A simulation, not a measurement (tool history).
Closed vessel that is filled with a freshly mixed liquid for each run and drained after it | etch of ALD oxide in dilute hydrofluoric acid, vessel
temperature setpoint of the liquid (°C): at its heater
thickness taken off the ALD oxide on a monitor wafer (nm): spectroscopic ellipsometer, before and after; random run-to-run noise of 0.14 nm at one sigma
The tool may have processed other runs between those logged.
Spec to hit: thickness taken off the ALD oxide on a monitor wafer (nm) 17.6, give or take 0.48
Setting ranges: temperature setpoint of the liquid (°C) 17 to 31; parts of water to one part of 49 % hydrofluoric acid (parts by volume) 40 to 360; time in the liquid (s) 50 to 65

| run | hour | temperature setpoint of the liquid (°C) | parts of water to one part of 49 % hydrofluoric acid (parts by volume) | time in the liquid (s) | thickness taken off the ALD oxide on a monitor wafer (nm) |
|---|---|---|---|---|---|
| 1 | 0 | 23 | 200 | 65 | 9.4441 |
| 2 | 8.7 | 23 | 200 | 65 | 9.3313 |
| 3 | 15.4 | 25 | 185 | 65 | 11.214 |
| 4 | 18.4 | 25 | 185 | 50 | 8.5462 |
| 5 | 21.3 | 25 | 185 | 65 | 11.175 |
| 6 | 26.3 | 26.5 | 175 | 65 | 12.508 |
| 7 | 32.7 | 30.5 | 135 | 65 | 20.014 |
| 8 | 40.2 | 30 | 135 | 65 | 19.345 |
| 9 | 43.3 | 29.5 | 135 | 65 | 18.966 |
| 10 | 46.3 | 29 | 135 | 65 | 18.809 |
| 11 | 51 | 28.5 | 135 | 65 | 18.456 |

5 candidate next runs follow, results not yet known. Just one meets every target within its allowed miss. Identify it.
| A | 55.7 | 29.5 | 135 | 65 | ? |
| B | 55.7 | 28.5 | 130 | 60 | ? |
| C | 55.7 | 31 | 140 | 65 | ? |
| D | 55.7 | 27.5 | 100 | 50 | ? |
| E | 55.7 | 30 | 130 | 60 | ? |

| move | thickness taken off the ALD oxide on a monitor wafer (nm) |
|---|---|
| A | 19.282 |
| B | 17.933 |
| C | 19.501 |
| D | 19.462 |
| E | 18.951 |
A: further off than the last run
B: every result within its allowed miss
C: further off than the last run
D: further off than the last run
E: further off than the last run
The right move is B.
